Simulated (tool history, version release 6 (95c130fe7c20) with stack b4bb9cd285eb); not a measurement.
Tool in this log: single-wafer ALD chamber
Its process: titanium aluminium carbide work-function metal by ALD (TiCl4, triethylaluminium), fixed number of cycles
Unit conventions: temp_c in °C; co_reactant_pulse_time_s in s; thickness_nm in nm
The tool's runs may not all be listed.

run  hour  temp_c  co_reactant_pulse_time_s  thickness_nm
  1     0     300                     11.57        1.9918
  2   3.5     300                     10.43        1.9783
  3   8.6     304                     10.91        2.0182
  4  11.1     304                       8.9        1.9927
  5  11.8     315                       8.9        2.0691
  6  14.2     317                      9.72        2.1217

Estimate the outcome of run 7 from the log above:
  7  16.3     318                      9.89             ?

Run 7 measured thickness_nm 2.1117 nm.
